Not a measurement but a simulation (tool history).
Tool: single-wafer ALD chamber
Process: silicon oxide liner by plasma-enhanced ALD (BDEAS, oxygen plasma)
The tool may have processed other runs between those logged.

run,day,heater temperature setpoint (deg C),number of ALD cycles (cycles),mean film thickness on the monitor wafer (angstrom)
1,0.000,325,65,62.003
2,0.354,325,71,67.128
3,0.625,327,66,62.542
4,0.833,327,59,55.889
5,0.908,319,59,56.346
6,1.104,319,57,54.285

Forecast run 7:
7,1.454,319,55,?

Run 7 produced mean film thickness on the monitor wafer (angstrom) 52.721.
